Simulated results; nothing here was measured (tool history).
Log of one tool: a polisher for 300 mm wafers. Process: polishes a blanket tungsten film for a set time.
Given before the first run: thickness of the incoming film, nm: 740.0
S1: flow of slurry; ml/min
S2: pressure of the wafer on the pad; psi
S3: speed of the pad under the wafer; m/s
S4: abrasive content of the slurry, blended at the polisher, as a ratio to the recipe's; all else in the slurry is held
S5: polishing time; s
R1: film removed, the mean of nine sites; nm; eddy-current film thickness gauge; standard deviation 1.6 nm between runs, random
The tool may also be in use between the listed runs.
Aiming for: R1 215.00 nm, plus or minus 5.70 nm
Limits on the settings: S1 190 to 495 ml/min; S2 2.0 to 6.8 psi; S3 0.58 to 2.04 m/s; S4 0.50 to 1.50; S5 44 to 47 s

Run 1, hour 0.0: S1 320 ml/min, S2 4.4 psi, S3 1.30 m/s, S4 1.00, S5 44 s. Result: R1 259.41 nm.
Run 2, hour 3.5: S1 320 ml/min, S2 4.3 psi, S3 1.30 m/s, S4 1.00, S5 44 s. Result: R1 257.58 nm.
Run 3, hour 12.5: S1 320 ml/min, S2 4.2 psi, S3 1.30 m/s, S4 1.00, S5 44 s. Result: R1 253.13 nm.
Run 4, hour 21.2: S1 270 ml/min, S2 4.2 psi, S3 1.30 m/s, S4 1.00, S5 44 s. Result: R1 250.97 nm.
Run 5, hour 28.9: S1 270 ml/min, S2 4.2 psi, S3 1.30 m/s, S4 1.00, S5 44 s. Result: R1 245.56 nm.
Run 6, hour 31.2: S1 265 ml/min, S2 4.1 psi, S3 1.30 m/s, S4 1.00, S5 44 s. Result: R1 243.42 nm.
At hour 32.9: worn pad replaced by a new one.
Run 7, hour 32.9: S1 265 ml/min, S2 4.0 psi, S3 1.30 m/s, S4 1.00, S5 44 s. Result: R1 265.59 nm.
Run 8, hour 41.6: S1 280 ml/min, S2 4.2 psi, S3 1.28 m/s, S4 1.00, S5 44 s. Result: R1 270.46 nm.
Run 9, hour 47.4: S1 305 ml/min, S2 4.1 psi, S3 1.28 m/s, S4 1.00, S5 44 s. Result: R1 270.02 nm.
Run 10, hour 52.1: S1 250 ml/min, S2 3.0 psi, S3 1.28 m/s, S4 1.00, S5 44 s. Result: R1 193.29 nm.

Exactly one of the 5 candidate moves below puts every result within its allowed miss. Which one?
Run A, hour 56.8: S1 255 ml/min, S2 3.1 psi, S3 1.28 m/s, S4 1.15, S5 45 s. Result: R1 ?.
Run B, hour 56.8: S1 245 ml/min, S2 3.1 psi, S3 1.24 m/s, S4 1.05, S5 44 s. Result: R1 ?.
Run C, hour 56.8: S1 215 ml/min, S2 2.8 psi, S3 1.38 m/s, S4 0.95, S5 47 s. Result: R1 ?.
Run D, hour 56.8: S1 225 ml/min, S2 2.3 psi, S3 1.42 m/s, S4 0.95, S5 47 s. Result: R1 ?.
Run E, hour 56.8: S1 270 ml/min, S2 2.8 psi, S3 1.30 m/s, S4 1.05, S5 46 s. Result: R1 ?.

move      R1
   A  215.76
   B  198.16
   C  204.00
   D  174.74
   E  198.34
A: hits every target within its allowed miss
B: an improvement on the last run, though not all results are within tolerance
C: an improvement on the last run, though not all results are within tolerance
D: further off than the last run
E: an improvement on the last run, though not all results are within tolerance
The right move is A.
